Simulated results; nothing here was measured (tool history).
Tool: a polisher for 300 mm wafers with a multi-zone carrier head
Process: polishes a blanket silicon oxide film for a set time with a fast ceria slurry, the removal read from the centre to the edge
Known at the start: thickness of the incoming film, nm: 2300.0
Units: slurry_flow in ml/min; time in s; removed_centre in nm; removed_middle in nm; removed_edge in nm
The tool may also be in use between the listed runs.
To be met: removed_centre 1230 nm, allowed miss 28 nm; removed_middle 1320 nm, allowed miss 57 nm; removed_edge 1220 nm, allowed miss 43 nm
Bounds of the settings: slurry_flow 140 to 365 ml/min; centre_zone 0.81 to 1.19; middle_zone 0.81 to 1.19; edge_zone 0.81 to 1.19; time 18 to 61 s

run 1 day=0 | slurry_flow=235 centre_zone=1 middle_zone=1 edge_zone=1 time=39 | removed_centre=842.91 removed_middle=868.36 removed_edge=823.34
run 2 day=0.104 | slurry_flow=240 centre_zone=1.01 middle_zone=1.01 edge_zone=1.02 time=40 | removed_centre=879.73 removed_middle=896.99 removed_edge=859.23
run 3 day=0.388 | slurry_flow=240 centre_zone=1.01 middle_zone=0.98 edge_zone=1.02 time=40 | removed_centre=873.78 removed_middle=870.07 removed_edge=846.89
run 4 day=0.638 | slurry_flow=240 centre_zone=1.02 middle_zone=1 edge_zone=1.04 time=41 | removed_centre=908.97 removed_middle=882.46 removed_edge=886.88
run 5 day=0.683 | slurry_flow=240 centre_zone=1.02 middle_zone=1 edge_zone=1.1 time=41 | removed_centre=910.14 removed_middle=877.15 removed_edge=920.52
run 6 day=1.05 | slurry_flow=245 centre_zone=1.02 middle_zone=1.02 edge_zone=1.1 time=42 | removed_centre=943.02 removed_middle=920.29 removed_edge=945.62
run 7 day=1.083 | slurry_flow=265 centre_zone=1.04 middle_zone=1.12 edge_zone=1.18 time=52 | removed_centre=1208.4 removed_middle=1239.3 removed_edge=1239.3
run 8 day=1.192 | slurry_flow=265 centre_zone=1.04 middle_zone=1.13 edge_zone=1.18 time=52 | removed_centre=1192.3 removed_middle=1263.6 removed_edge=1232.5
run 9 day=1.529 | slurry_flow=270 centre_zone=1.04 middle_zone=1.13 edge_zone=1.18 time=52 | removed_centre=1200 removed_middle=1254.6 removed_edge=1220.3

4 next moves are on the table. One of them brings every result within its allowed miss. Which?
run A day=1.867 | slurry_flow=265 centre_zone=1.12 middle_zone=1.04 edge_zone=1.19 time=51 | removed_centre=? removed_middle=? removed_edge=?
run B day=1.867 | slurry_flow=305 centre_zone=1.03 middle_zone=1.14 edge_zone=1.11 time=53 | removed_centre=? removed_middle=? removed_edge=?
run C day=1.867 | slurry_flow=265 centre_zone=1.06 middle_zone=0.95 edge_zone=1.19 time=53 | removed_centre=? removed_middle=? removed_edge=?
run D day=1.867 | slurry_flow=215 centre_zone=1.06 middle_zone=1.08 edge_zone=1.19 time=52 | removed_centre=? removed_middle=? removed_edge=?

move=A removed_centre=1246.1 removed_middle=1172.5 removed_edge=1212.4
move=B removed_centre=1218.8 removed_middle=1326.7 removed_edge=1228.1
move=C removed_centre=1229.4 removed_middle=1140 removed_edge=1261.3
move=D removed_centre=1170.7 removed_middle=1196.8 removed_edge=1210.3
A: further off than the last run
B: meets every target
C: further off than the last run
D: further off than the last run
Answer: B

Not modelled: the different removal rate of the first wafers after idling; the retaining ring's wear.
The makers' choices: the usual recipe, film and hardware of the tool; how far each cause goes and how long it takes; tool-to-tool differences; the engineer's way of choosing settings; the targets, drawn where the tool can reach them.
